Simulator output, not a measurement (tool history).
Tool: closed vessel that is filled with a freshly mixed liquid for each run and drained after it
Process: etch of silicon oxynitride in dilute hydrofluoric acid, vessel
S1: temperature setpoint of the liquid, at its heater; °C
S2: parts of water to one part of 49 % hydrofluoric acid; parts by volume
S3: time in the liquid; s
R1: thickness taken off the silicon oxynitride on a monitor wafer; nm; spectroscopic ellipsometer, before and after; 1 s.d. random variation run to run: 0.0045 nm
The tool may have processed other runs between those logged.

| run | day | S1 | S2 | S3 | R1 |
|---|---|---|---|---|---|
| 1 | 0.000 | 23.0 | 165 | 140 | 1.7832 |
| 2 | 0.138 | 23.0 | 165 | 140 | 1.7832 |
| 3 | 0.454 | 24.5 | 165 | 140 | 1.9212 |
| 4 | 0.600 | 27.5 | 165 | 140 | 2.1789 |
| 5 | 0.942 | 26.0 | 170 | 140 | 1.9843 |
| 6 | 1.188 | 24.5 | 175 | 140 | 1.7910 |
| 7 | 1.358 | 24.5 | 175 | 140 | 1.7840 |
| 8 | 1.488 | 23.5 | 180 | 140 | 1.6609 |
| 9 | 1.571 | 22.5 | 185 | 140 | 1.5413 |

Forecast run 10:
| 10 | 1.717 | 21.5 | 190 | 140 | ? |

R1: 1.4279 nm

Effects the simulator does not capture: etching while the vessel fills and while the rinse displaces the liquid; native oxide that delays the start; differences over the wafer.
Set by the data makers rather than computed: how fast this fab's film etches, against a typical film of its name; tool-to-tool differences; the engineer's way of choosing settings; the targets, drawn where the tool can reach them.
